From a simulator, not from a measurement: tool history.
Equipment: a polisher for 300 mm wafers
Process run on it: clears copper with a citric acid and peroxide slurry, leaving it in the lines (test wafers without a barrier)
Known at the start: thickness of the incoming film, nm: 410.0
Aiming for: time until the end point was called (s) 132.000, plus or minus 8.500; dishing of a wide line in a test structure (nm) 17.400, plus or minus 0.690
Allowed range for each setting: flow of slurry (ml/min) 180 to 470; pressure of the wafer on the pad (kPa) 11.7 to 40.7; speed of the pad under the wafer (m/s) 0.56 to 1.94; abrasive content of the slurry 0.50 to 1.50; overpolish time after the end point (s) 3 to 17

run,hour,flow of slurry (ml/min),pressure of the wafer on the pad (kPa),speed of the pad under the wafer (m/s),abrasive content of the slurry,overpolish time after the end point (s),time until the end point was called (s),dishing of a wide line in a test structure (nm)
1,0.0,300,26.2,1.24,1.00,9,96.124,24.797
2,1.4,300,24.8,1.24,1.00,9,98.908,24.023
3,6.0,300,24.8,1.24,1.15,9,96.514,25.278
4,14.4,300,31.0,1.24,1.15,9,77.729,29.506
5,19.8,300,31.0,0.92,1.15,9,101.180,23.523
6,24.0,300,31.0,0.92,1.00,9,109.060,22.867
7,27.2,300,29.6,0.92,1.00,9,115.230,22.436
8,29.4,300,26.2,0.88,1.00,7,132.400,15.274

Which single option among these 5 for the next run brings every result within its allowed miss of target? Just one does.
A,31.6,335,25.5,0.80,0.95,9,?,?
B,31.6,240,24.8,0.92,1.05,9,?,?
C,31.6,275,27.6,1.02,1.10,6,?,?
D,31.6,330,29.0,0.70,0.90,9,?,?
E,31.6,220,24.8,0.94,1.10,8,?,?

move,time until the end point was called (s),dishing of a wide line in a test structure (nm)
A,151.650,17.409
B,136.920,18.958
C,108.740,16.371
D,155.160,17.117
E,133.840,17.499
A: the worst result of the last run now meets its target, but another is out of spec
B: pushes the last run's worst result past its target
C: nearer than the last run, and not there yet
D: the worst result of the last run now meets its target, but another is out of spec
E: all results land within tolerance of their targets
E meets every target.

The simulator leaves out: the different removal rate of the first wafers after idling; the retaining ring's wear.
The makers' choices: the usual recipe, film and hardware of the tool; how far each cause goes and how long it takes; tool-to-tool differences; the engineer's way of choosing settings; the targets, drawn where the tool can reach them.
